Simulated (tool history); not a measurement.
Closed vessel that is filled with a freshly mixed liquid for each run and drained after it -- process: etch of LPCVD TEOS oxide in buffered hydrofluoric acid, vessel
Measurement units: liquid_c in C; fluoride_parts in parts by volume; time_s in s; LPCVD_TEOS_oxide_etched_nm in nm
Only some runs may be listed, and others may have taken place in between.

run,hour,liquid_c,fluoride_parts,time_s,LPCVD_TEOS_oxide_etched_nm
1,0.0,23.0,13,90,309.67
2,3.4,24.5,13,90,335.66
3,11.7,25.5,13,90,353.36
4,12.3,26.0,13,90,362.07
5,16.0,26.5,13,90,372.59
6,24.2,26.5,11,90,443.29

Forecast run 7:
7,27.3,26.0,11,90,?

{"run 7": {"LPCVD_TEOS_oxide_etched_nm": 426.89}}

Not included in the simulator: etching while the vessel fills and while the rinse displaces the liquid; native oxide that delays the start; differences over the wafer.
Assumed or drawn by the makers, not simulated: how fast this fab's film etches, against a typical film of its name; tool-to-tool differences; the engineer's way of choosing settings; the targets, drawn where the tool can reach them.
